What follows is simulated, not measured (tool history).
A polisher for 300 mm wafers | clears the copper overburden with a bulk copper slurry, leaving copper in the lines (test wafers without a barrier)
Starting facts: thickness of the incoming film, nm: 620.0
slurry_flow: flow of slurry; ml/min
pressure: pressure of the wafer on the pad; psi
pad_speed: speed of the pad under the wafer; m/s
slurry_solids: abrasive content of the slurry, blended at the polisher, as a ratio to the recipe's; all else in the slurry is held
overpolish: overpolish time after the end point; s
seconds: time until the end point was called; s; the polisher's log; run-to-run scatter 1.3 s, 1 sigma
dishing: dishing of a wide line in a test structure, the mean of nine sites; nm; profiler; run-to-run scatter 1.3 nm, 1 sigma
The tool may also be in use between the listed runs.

Run 1, day 0.000: slurry_flow 275 ml/min, pressure 3.2 psi, pad_speed 1.22 m/s, slurry_solids 1.00, overpolish 19 s. Result: seconds 49.034 s, dishing 97.648 nm.
Run 2, day 0.258: slurry_flow 275 ml/min, pressure 3.2 psi, pad_speed 1.22 m/s, slurry_solids 1.15, overpolish 19 s. Result: seconds 45.686 s, dishing 98.508 nm.
Run 3, day 0.383: slurry_flow 275 ml/min, pressure 3.0 psi, pad_speed 1.22 m/s, slurry_solids 1.15, overpolish 19 s. Result: seconds 49.467 s, dishing 94.724 nm.
Run 4, day 0.679: slurry_flow 305 ml/min, pressure 3.0 psi, pad_speed 1.22 m/s, slurry_solids 1.15, overpolish 19 s. Result: seconds 48.808 s, dishing 99.212 nm.
Run 5, day 0.896: slurry_flow 305 ml/min, pressure 3.0 psi, pad_speed 1.42 m/s, slurry_solids 1.15, overpolish 19 s. Result: seconds 40.786 s, dishing 103.370 nm.
Run 6, day 1.225: slurry_flow 305 ml/min, pressure 3.0 psi, pad_speed 1.42 m/s, slurry_solids 1.00, overpolish 19 s. Result: seconds 43.235 s, dishing 99.981 nm.
Run 7, day 1.333: slurry_flow 305 ml/min, pressure 2.1 psi, pad_speed 1.26 m/s, slurry_solids 1.00, overpolish 22 s. Result: seconds 61.749 s, dishing 88.041 nm.

Run 8 has not been measured yet. What should we expect?
Run 8, day 1.638: slurry_flow 305 ml/min, pressure 1.4 psi, pad_speed 1.18 m/s, slurry_solids 1.00, overpolish 20 s. Result: seconds ?, dishing ?.

For run 8 the tool returned seconds 88.296 s, dishing 65.350 nm.
